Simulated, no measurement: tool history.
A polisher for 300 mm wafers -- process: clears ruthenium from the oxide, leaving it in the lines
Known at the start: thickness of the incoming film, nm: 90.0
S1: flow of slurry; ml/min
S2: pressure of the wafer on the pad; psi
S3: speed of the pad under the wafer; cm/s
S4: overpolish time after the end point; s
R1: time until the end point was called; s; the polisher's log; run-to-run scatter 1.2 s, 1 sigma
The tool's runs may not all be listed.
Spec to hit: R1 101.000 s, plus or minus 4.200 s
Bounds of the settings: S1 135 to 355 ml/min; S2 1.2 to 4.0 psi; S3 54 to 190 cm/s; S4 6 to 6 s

| run | hour | S1 | S2 | S3 | S4 | R1 |
|---|---|---|---|---|---|---|
| 1 | 0.0 | 225 | 2.6 | 122 | 6 | 54.050 |
| 2 | 6.1 | 225 | 2.4 | 120 | 6 | 57.663 |
| 3 | 14.3 | 225 | 2.2 | 116 | 6 | 65.282 |
| 4 | 21.2 | 225 | 2.0 | 114 | 6 | 70.103 |
| 5 | 27.0 | 225 | 1.9 | 112 | 6 | 77.072 |
| 6 | 35.1 | 225 | 1.8 | 112 | 6 | 78.786 |
| 7 | 43.2 | 225 | 1.7 | 112 | 6 | 81.711 |
| 8 | 49.7 | 225 | 1.6 | 112 | 6 | 87.337 |
| 9 | 58.0 | 225 | 1.2 | 112 | 6 | 107.850 |

Which one of the following 4 next-run settings gets every result inside its allowed miss? There is exactly one.
| A | 66.3 | 235 | 1.4 | 94 | 6 | ? |
| B | 66.3 | 220 | 1.2 | 112 | 6 | ? |
| C | 66.3 | 165 | 1.4 | 102 | 6 | ? |
| D | 66.3 | 205 | 1.3 | 116 | 6 | ? |

| move | R1 |
|---|---|
| A | 113.770 |
| B | 108.820 |
| C | 109.170 |
| D | 99.692 |
A: the biggest miss grows against the last run
B: the biggest miss grows against the last run
C: the biggest miss grows against the last run
D: meets every target
Move D is the one to make.

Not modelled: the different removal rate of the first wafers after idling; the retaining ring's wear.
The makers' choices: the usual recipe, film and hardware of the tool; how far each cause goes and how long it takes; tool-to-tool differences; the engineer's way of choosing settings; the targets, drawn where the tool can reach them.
